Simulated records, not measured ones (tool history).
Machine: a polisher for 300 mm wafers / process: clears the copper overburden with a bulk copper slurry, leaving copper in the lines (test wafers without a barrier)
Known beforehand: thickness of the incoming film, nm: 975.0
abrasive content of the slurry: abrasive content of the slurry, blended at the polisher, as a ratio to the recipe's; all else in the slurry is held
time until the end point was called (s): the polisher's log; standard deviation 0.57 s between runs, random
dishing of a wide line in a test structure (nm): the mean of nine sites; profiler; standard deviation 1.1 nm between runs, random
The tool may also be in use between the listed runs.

| run | hour | flow of slurry (ml/min) | pressure of the wafer on the pad (psi) | speed of the pad under the wafer (m/s) | abrasive content of the slurry | overpolish time after the end point (s) | time until the end point was called (s) | dishing of a wide line in a test structure (nm) |
|---|---|---|---|---|---|---|---|---|
| 1 | 0 | 155 | 2.3 | 1.14 | 1 | 21 | 115.91 | 69.066 |
| 2 | 1.1 | 160 | 2.3 | 1.18 | 1 | 19 | 112.13 | 66.465 |
| 3 | 9.4 | 160 | 2.3 | 1.18 | 1 | 14 | 112.78 | 56.757 |
| 4 | 10.3 | 170 | 2.4 | 1.22 | 1 | 13 | 103.88 | 61.148 |
| 5 | 13.4 | 170 | 2.4 | 1.22 | 1 | 9 | 105.41 | 46.281 |
| 6 | 22.2 | 160 | 2.5 | 1.22 | 1 | 9 | 101.13 | 50.019 |
| 7 | 25.2 | 150 | 2.6 | 1.24 | 1 | 9 | 96.361 | 47.331 |
| 8 | 25.8 | 150 | 2.7 | 1.24 | 1 | 9 | 94.024 | 52.379 |
| 9 | 30.6 | 145 | 2.7 | 1.28 | 1 | 9 | 90.781 | 54.632 |
| 10 | 32.3 | 155 | 2.7 | 1.28 | 1.05 | 9 | 89.597 | 52.259 |
| 11 | 34.7 | 155 | 2.8 | 1.28 | 1.1 | 9 | 84.544 | 56.735 |
| 12 | 43 | 150 | 2.9 | 1.3 | 1.05 | 9 | 82.435 | 55.727 |
| 13 | 43.8 | 145 | 3 | 1.32 | 1 | 9 | 78.955 | 58.479 |
| 14 | 49 | 140 | 3 | 1.34 | 1.05 | 9 | 78.713 | 59.103 |
| 15 | 56.5 | 150 | 3 | 1.36 | 1 | 9 | 77.223 | 56.378 |

What will run 16 give?
| 16 | 57.8 | 155 | 3 | 1.36 | 1 | 9 | ? | ? |

Logged for run 16: time until the end point was called (s) 75.636, dishing of a wide line in a test structure (nm) 60.595.

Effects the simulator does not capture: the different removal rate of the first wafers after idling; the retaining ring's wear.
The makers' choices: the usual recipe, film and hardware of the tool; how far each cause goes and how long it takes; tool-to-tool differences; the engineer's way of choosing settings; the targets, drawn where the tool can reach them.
